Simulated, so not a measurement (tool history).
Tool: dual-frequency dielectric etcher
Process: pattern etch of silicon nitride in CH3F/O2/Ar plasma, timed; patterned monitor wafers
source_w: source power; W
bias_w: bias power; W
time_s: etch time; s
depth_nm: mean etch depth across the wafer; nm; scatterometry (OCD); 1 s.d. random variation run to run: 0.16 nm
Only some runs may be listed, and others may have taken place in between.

run 1 hour=0.0 | source_w=460 bias_w=56 time_s=56.5 | depth_nm=35.537
run 2 hour=6.7 | source_w=430 bias_w=54 time_s=56.5 | depth_nm=34.474
run 3 hour=11.7 | source_w=400 bias_w=52 time_s=56.5 | depth_nm=33.428
run 4 hour=15.9 | source_w=380 bias_w=50 time_s=56.5 | depth_nm=32.740
run 5 hour=20.3 | source_w=360 bias_w=49 time_s=56.5 | depth_nm=32.053
run 6 hour=26.6 | source_w=350 bias_w=48 time_s=56.5 | depth_nm=31.859

Run 7 is up next; what results do you expect?
run 7 hour=35.0 | source_w=340 bias_w=47 time_s=56.5 | depth_nm=?

Run 7 gave depth_nm 31.375 nm.
